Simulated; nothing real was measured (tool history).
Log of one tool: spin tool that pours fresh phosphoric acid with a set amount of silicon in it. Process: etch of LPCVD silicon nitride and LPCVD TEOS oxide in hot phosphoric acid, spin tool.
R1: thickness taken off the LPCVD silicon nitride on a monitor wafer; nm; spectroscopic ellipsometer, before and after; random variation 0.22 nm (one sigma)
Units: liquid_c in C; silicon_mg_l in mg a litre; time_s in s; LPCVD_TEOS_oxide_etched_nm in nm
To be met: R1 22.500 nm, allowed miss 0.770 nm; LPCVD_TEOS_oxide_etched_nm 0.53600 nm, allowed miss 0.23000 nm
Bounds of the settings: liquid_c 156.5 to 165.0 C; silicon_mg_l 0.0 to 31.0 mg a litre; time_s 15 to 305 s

Run 1, hour 0.0: liquid_c 160.0 C, silicon_mg_l 13.5 mg a litre, time_s 155 s. Result: R1 11.267 nm, LPCVD_TEOS_oxide_etched_nm 0.25149 nm.
Run 2, hour 1.8: liquid_c 161.0 C, silicon_mg_l 14.0 mg a litre, time_s 180 s. Result: R1 13.370 nm, LPCVD_TEOS_oxide_etched_nm 0.34100 nm.
Run 3, hour 4.4: liquid_c 161.0 C, silicon_mg_l 20.5 mg a litre, time_s 180 s. Result: R1 13.624 nm, LPCVD_TEOS_oxide_etched_nm 0.19866 nm.
Run 4, hour 9.8: liquid_c 161.5 C, silicon_mg_l 19.5 mg a litre, time_s 200 s. Result: R1 15.492 nm, LPCVD_TEOS_oxide_etched_nm 0.32593 nm.
Run 5, hour 13.3: liquid_c 163.5 C, silicon_mg_l 19.5 mg a litre, time_s 200 s. Result: R1 16.311 nm, LPCVD_TEOS_oxide_etched_nm 0.32423 nm.
Run 6, hour 17.0: liquid_c 163.5 C, silicon_mg_l 19.5 mg a litre, time_s 215 s. Result: R1 17.463 nm, LPCVD_TEOS_oxide_etched_nm 0.33852 nm.
At hour 24.4: heated supply line repaired.
Run 7, hour 24.4: liquid_c 165.0 C, silicon_mg_l 13.0 mg a litre, time_s 260 s. Result: R1 24.346 nm, LPCVD_TEOS_oxide_etched_nm 0.72228 nm.
Run 8, hour 27.2: liquid_c 164.5 C, silicon_mg_l 14.0 mg a litre, time_s 260 s. Result: R1 23.847 nm, LPCVD_TEOS_oxide_etched_nm 0.74231 nm.
Run 9, hour 31.3: liquid_c 164.5 C, silicon_mg_l 15.0 mg a litre, time_s 260 s. Result: R1 24.116 nm, LPCVD_TEOS_oxide_etched_nm 0.51157 nm.

Which of these 5 next moves meets every target?
Run A, hour 35.4: liquid_c 164.0 C, silicon_mg_l 18.5 mg a litre, time_s 225 s. Result: R1 ?, LPCVD_TEOS_oxide_etched_nm ?.
Run B, hour 35.4: liquid_c 164.5 C, silicon_mg_l 21.5 mg a litre, time_s 265 s. Result: R1 ?, LPCVD_TEOS_oxide_etched_nm ?.
Run C, hour 35.4: liquid_c 164.0 C, silicon_mg_l 19.5 mg a litre, time_s 235 s. Result: R1 ?, LPCVD_TEOS_oxide_etched_nm ?.
Run D, hour 35.4: liquid_c 164.5 C, silicon_mg_l 16.0 mg a litre, time_s 230 s. Result: R1 ?, LPCVD_TEOS_oxide_etched_nm ?.
Run E, hour 35.4: liquid_c 163.5 C, silicon_mg_l 20.0 mg a litre, time_s 255 s. Result: R1 ?, LPCVD_TEOS_oxide_etched_nm ?.

move      R1  LPCVD_TEOS_oxide_etched_nm
   A  20.107                     0.57164
   B  24.074                     0.64079
   C  21.000                     0.58068
   D  20.895                     0.64746
   E  22.414                     0.59901
A: takes the result that was furthest off past its target
B: as far off as the last run
C: takes the result that was furthest off past its target
D: takes the result that was furthest off past its target
E: meets every target
Move E is the one to make.
